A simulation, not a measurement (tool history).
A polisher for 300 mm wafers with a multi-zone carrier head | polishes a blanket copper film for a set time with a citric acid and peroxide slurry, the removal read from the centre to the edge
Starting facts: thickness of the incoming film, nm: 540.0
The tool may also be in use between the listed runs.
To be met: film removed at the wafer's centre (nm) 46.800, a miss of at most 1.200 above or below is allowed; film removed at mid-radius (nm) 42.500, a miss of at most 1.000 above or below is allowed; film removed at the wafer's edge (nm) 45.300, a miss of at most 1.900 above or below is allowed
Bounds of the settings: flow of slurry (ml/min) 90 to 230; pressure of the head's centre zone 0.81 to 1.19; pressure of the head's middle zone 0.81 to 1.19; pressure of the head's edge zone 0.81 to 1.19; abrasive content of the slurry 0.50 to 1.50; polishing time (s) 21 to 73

| run | hour | flow of slurry (ml/min) | pressure of the head's centre zone | pressure of the head's middle zone | pressure of the head's edge zone | abrasive content of the slurry | polishing time (s) | film removed at the wafer's centre (nm) | film removed at mid-radius (nm) | film removed at the wafer's edge (nm) |
|---|---|---|---|---|---|---|---|---|---|---|
| 1 | 0.0 | 150 | 1.00 | 1.00 | 1.00 | 1.00 | 47 | 86.967 | 85.686 | 86.445 |
| 2 | 6.9 | 150 | 1.00 | 0.96 | 1.00 | 1.00 | 47 | 86.558 | 82.688 | 86.691 |
| 3 | 12.2 | 145 | 0.99 | 0.94 | 0.96 | 0.90 | 42 | 73.565 | 69.328 | 73.546 |
| 4 | 17.2 | 145 | 0.99 | 0.94 | 0.96 | 0.90 | 32 | 55.838 | 53.678 | 55.565 |
| 5 | 21.8 | 145 | 0.96 | 0.94 | 0.96 | 0.90 | 32 | 54.630 | 53.755 | 55.233 |
| 6 | 27.7 | 145 | 0.96 | 0.94 | 0.96 | 0.90 | 24 | 40.751 | 39.821 | 41.531 |
| 7 | 31.3 | 160 | 0.97 | 0.93 | 0.97 | 0.95 | 24 | 42.837 | 41.022 | 42.220 |
| 8 | 34.5 | 160 | 0.98 | 0.93 | 0.98 | 0.95 | 24 | 42.875 | 40.993 | 42.870 |
| 9 | 41.4 | 160 | 0.99 | 0.93 | 0.99 | 0.95 | 24 | 43.475 | 41.198 | 43.926 |
| 10 | 43.3 | 165 | 1.00 | 0.93 | 0.99 | 0.95 | 24 | 44.510 | 41.580 | 43.570 |
| 11 | 52.0 | 170 | 1.01 | 0.93 | 1.00 | 0.95 | 24 | 44.840 | 41.388 | 43.087 |

4 next moves are on the table. One of them brings every result within its allowed miss. Which?
| A | 60.7 | 170 | 0.98 | 0.95 | 0.98 | 0.95 | 23 | ? | ? | ? |
| B | 60.7 | 195 | 1.03 | 0.93 | 1.03 | 1.20 | 23 | ? | ? | ? |
| C | 60.7 | 180 | 1.00 | 1.06 | 0.94 | 1.05 | 22 | ? | ? | ? |
| D | 60.7 | 135 | 0.93 | 0.85 | 1.09 | 1.05 | 25 | ? | ? | ? |

| move | film removed at the wafer's centre (nm) | film removed at mid-radius (nm) | film removed at the wafer's edge (nm) |
|---|---|---|---|
| A | 41.971 | 40.500 | 41.362 |
| B | 47.737 | 42.943 | 45.538 |
| C | 42.410 | 43.912 | 39.956 |
| D | 42.808 | 39.897 | 47.531 |
A: its largest miss is bigger than the last run's
B: each result inside its tolerance
C: its largest miss is bigger than the last run's
D: its largest miss is bigger than the last run's
So the answer is move B, the one that meets all the targets.
